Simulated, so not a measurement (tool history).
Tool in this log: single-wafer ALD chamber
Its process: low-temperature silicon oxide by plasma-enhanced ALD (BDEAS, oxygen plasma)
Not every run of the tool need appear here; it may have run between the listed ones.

| run | hour | heater temperature setpoint (deg C) | number of ALD cycles (cycles) | mean film thickness on the monitor wafer (angstrom) |
|---|---|---|---|---|
| 1 | 0.0 | 90 | 61 | 93.019 |
| 2 | 3.1 | 94 | 59 | 89.259 |
| 3 | 11.4 | 99 | 59 | 88.336 |
| 4 | 16.2 | 100 | 57 | 84.990 |
| 5 | 22.1 | 100 | 63 | 93.245 |
| 6 | 30.8 | 100 | 70 | 103.890 |
| 7 | 35.8 | 102 | 65 | 95.675 |
| 8 | 42.3 | 104 | 62 | 91.684 |
| 9 | 45.4 | 105 | 59 | 87.007 |

Run 10, settings as shown, results not yet in. Your forecast:
| 10 | 46.8 | 106 | 57 | ? |

{"run 10": {"mean film thickness on the monitor wafer (angstrom)": 83.659}}
